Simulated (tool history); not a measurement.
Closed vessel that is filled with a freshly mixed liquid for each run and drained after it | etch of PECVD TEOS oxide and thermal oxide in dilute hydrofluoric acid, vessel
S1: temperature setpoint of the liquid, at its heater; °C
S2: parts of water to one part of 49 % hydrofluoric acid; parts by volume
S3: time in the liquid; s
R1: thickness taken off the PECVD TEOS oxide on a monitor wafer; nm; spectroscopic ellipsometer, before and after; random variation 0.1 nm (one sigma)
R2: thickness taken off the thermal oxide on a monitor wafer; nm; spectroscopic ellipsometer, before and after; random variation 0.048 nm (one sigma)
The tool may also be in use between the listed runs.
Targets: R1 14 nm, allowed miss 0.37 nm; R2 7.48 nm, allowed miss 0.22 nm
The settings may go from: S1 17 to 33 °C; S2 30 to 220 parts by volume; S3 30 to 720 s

| run | hour | S1 | S2 | S3 | R1 | R2 |
|---|---|---|---|---|---|---|
| 1 | 0 | 25 | 125 | 370 | 25.018 | 13.518 |
| 2 | 7.3 | 25 | 125 | 435 | 29.375 | 15.771 |
| 3 | 16.5 | 24 | 130 | 435 | 27.222 | 14.514 |
| 4 | 23.6 | 23 | 135 | 435 | 25.219 | 13.302 |
| 5 | 27.1 | 21 | 135 | 435 | 23.098 | 12.444 |
| 6 | 29.2 | 21 | 135 | 310 | 16.666 | 8.7415 |
| 7 | 34.2 | 20.5 | 135 | 310 | 16.214 | 8.6691 |
| 8 | 43.3 | 20 | 135 | 310 | 15.87 | 8.475 |
| 9 | 46.8 | 19.5 | 135 | 310 | 15.472 | 8.2514 |

Which of these 5 next moves meets every target?
| A | 50.3 | 17 | 80 | 165 | ? | ? |
| B | 50.3 | 20.5 | 105 | 220 | ? | ? |
| C | 50.3 | 18.5 | 145 | 295 | ? | ? |
| D | 50.3 | 17 | 110 | 245 | ? | ? |
| E | 50.3 | 19.5 | 150 | 290 | ? | ? |

| move | R1 | R2 |
|---|---|---|
| A | 13.399 | 7.1209 |
| B | 15.326 | 8.1452 |
| C | 13.148 | 6.9879 |
| D | 14.021 | 7.4519 |
| E | 12.942 | 6.8781 |
A: takes the result that was furthest off past its target
B: nearer than the last run, and not there yet
C: takes the result that was furthest off past its target
D: meets every target
E: takes the result that was furthest off past its target
Move D is the one to make.
